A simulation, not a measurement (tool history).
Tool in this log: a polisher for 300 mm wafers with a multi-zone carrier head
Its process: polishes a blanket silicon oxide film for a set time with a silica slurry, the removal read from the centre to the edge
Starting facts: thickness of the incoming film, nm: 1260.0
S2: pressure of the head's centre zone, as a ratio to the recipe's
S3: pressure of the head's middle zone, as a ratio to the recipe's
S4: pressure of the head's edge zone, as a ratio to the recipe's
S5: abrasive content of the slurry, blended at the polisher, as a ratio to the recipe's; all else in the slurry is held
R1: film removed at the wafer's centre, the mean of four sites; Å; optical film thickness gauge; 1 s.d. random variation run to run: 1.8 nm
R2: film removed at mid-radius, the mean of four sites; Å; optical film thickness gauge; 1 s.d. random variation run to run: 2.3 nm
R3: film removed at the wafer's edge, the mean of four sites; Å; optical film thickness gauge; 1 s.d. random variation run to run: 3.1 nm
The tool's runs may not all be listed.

{"run": 1, "hour": 0.0, "flow of slurry (ml/min)": 175, "S2": 1, "S3": 1, "S4": 1, "S5": 1, "polishing time (s)": 61, "R1": 1767.8, "R2": 1728.2, "R3": 1760.1}
{"run": 2, "hour": 1.4, "flow of slurry (ml/min)": 175, "S2": 1.08, "S3": 1, "S4": 1, "S5": 1, "polishing time (s)": 61, "R1": 1889.4, "R2": 1729.5, "R3": 1755.5}
{"run": 3, "hour": 9.7, "flow of slurry (ml/min)": 195, "S2": 1.08, "S3": 1, "S4": 1, "S5": 1, "polishing time (s)": 61, "R1": 1932.6, "R2": 1748.3, "R3": 1772.3}
{"run": 4, "hour": 13.2, "flow of slurry (ml/min)": 195, "S2": 1.06, "S3": 1.02, "S4": 1.05, "S5": 1.15, "polishing time (s)": 61, "R1": 2042.7, "R2": 1874.2, "R3": 1944.1}
{"run": 5, "hour": 17.8, "flow of slurry (ml/min)": 200, "S2": 1.04, "S3": 1.05, "S4": 1.09, "S5": 1.25, "polishing time (s)": 61, "R1": 2060, "R2": 1977.3, "R3": 2021.7}
{"run": 6, "hour": 23.6, "flow of slurry (ml/min)": 200, "S2": 1.04, "S3": 1.05, "S4": 1.18, "S5": 1.25, "polishing time (s)": 61, "R1": 2090, "R2": 2000.1, "R3": 2119}
{"run": 7, "hour": 30.3, "flow of slurry (ml/min)": 205, "S2": 1.03, "S3": 1.06, "S4": 1.18, "S5": 1.35, "polishing time (s)": 61, "R1": 2087.3, "R2": 2093.4, "R3": 2235.5}
{"run": 8, "hour": 34.4, "flow of slurry (ml/min)": 215, "S2": 1.04, "S3": 1.08, "S4": 1.18, "S5": 1.4, "polishing time (s)": 61, "R1": 2146, "R2": 2188.6, "R3": 2255.7}

The next listed run, before its measurement:
{"run": 9, "hour": 36.0, "flow of slurry (ml/min)": 220, "S2": 1.05, "S3": 1.08, "S4": 1.18, "S5": 1.45, "polishing time (s)": 61, "R1": "?", "R2": "?", "R3": "?"}

R1: 2242.4 Å
R2: 2170.5 Å
R3: 2249.7 Å
